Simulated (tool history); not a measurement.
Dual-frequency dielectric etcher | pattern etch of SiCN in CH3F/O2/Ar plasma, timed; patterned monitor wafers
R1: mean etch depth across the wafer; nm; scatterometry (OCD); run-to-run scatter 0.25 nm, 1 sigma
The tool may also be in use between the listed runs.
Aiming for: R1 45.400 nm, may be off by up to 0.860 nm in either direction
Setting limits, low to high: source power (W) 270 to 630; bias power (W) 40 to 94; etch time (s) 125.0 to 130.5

Run 1, hour 0.0: source power (W) 450, bias power (W) 67, etch time (s) 125.0. Result: R1 50.196 nm.
Run 2, hour 4.1: source power (W) 450, bias power (W) 67, etch time (s) 130.5. Result: R1 52.006 nm.
Run 3, hour 12.6: source power (W) 400, bias power (W) 67, etch time (s) 130.5. Result: R1 49.983 nm.
Run 4, hour 18.4: source power (W) 370, bias power (W) 66, etch time (s) 130.5. Result: R1 48.022 nm.
At hour 26.6: source power generator calibrated.
Run 5, hour 26.6: source power (W) 350, bias power (W) 66, etch time (s) 130.5. Result: R1 47.234 nm.
Run 6, hour 32.8: source power (W) 350, bias power (W) 76, etch time (s) 130.5. Result: R1 51.036 nm.
Run 7, hour 41.2: source power (W) 270, bias power (W) 67, etch time (s) 130.0. Result: R1 42.477 nm.
Run 8, hour 49.7: source power (W) 290, bias power (W) 67, etch time (s) 130.0. Result: R1 43.966 nm.
Run 9, hour 54.5: source power (W) 300, bias power (W) 67, etch time (s) 130.0. Result: R1 44.632 nm.

4 next moves are on the table. One of them brings every result within its allowed miss. Which?
Run A, hour 59.3: source power (W) 340, bias power (W) 59, etch time (s) 127.0. Result: R1 ?.
Run B, hour 59.3: source power (W) 320, bias power (W) 71, etch time (s) 125.5. Result: R1 ?.
Run C, hour 59.3: source power (W) 310, bias power (W) 66, etch time (s) 126.5. Result: R1 ?.
Run D, hour 59.3: source power (W) 270, bias power (W) 70, etch time (s) 130.0. Result: R1 ?.

move      R1
   A  42.950
   B  45.562
   C  43.550
   D  43.309
A: misses by more than the last run did
B: all results land within tolerance of their targets
C: misses by more than the last run did
D: misses by more than the last run did
So the answer is move B, the one that meets all the targets.
